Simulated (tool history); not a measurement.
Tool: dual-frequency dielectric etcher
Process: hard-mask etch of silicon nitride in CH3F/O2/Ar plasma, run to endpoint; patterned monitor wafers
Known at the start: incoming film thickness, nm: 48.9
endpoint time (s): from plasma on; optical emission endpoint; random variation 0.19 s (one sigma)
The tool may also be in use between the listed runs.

run 1 day=0.000 | source_power_(kW)=0.390 bias_power_(kW)=0.066 | endpoint_time_(s)=69.292
run 2 day=0.333 | source_power_(kW)=0.360 bias_power_(kW)=0.066 | endpoint_time_(s)=70.547
run 3 day=0.633 | source_power_(kW)=0.360 bias_power_(kW)=0.062 | endpoint_time_(s)=72.861
run 4 day=0.817 | source_power_(kW)=0.360 bias_power_(kW)=0.055 | endpoint_time_(s)=76.025
run 5 day=1.088 | source_power_(kW)=0.360 bias_power_(kW)=0.044 | endpoint_time_(s)=82.436
run 6 day=1.121 | source_power_(kW)=0.360 bias_power_(kW)=0.050 | endpoint_time_(s)=78.632
run 7 day=1.246 | source_power_(kW)=0.400 bias_power_(kW)=0.055 | endpoint_time_(s)=73.272
run 8 day=1.325 | source_power_(kW)=0.430 bias_power_(kW)=0.058 | endpoint_time_(s)=69.869
run 9 day=1.629 | source_power_(kW)=0.450 bias_power_(kW)=0.060 | endpoint_time_(s)=68.342
run 10 day=1.742 | source_power_(kW)=0.450 bias_power_(kW)=0.060 | endpoint_time_(s)=68.100

The next listed run, before its measurement:
run 11 day=2.012 | source_power_(kW)=0.470 bias_power_(kW)=0.062 | endpoint_time_(s)=?

{"run 11": {"endpoint time (s)": 66.014}}

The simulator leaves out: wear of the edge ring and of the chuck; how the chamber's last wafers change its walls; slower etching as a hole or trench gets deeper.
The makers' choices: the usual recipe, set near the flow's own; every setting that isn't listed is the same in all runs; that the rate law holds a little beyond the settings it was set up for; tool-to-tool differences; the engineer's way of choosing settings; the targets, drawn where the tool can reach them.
